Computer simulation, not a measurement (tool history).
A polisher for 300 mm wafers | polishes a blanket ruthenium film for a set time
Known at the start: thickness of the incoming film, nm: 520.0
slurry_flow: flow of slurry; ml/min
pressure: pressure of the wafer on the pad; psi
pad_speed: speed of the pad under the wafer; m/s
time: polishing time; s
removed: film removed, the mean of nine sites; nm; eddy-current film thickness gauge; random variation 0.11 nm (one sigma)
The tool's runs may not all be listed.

run,hour,slurry_flow,pressure,pad_speed,time,removed
1,0.0,175,2.5,1.00,38,50.744
2,0.8,175,2.5,1.00,38,50.611
3,6.8,175,2.5,0.88,38,44.973
4,11.2,170,2.3,0.82,37,37.534
5,19.0,170,2.3,0.82,33,33.789
6,19.7,165,2.2,0.80,33,31.364

The next listed run, before its measurement:
7,25.0,125,1.5,0.52,33,?

removed: 13.743 nm
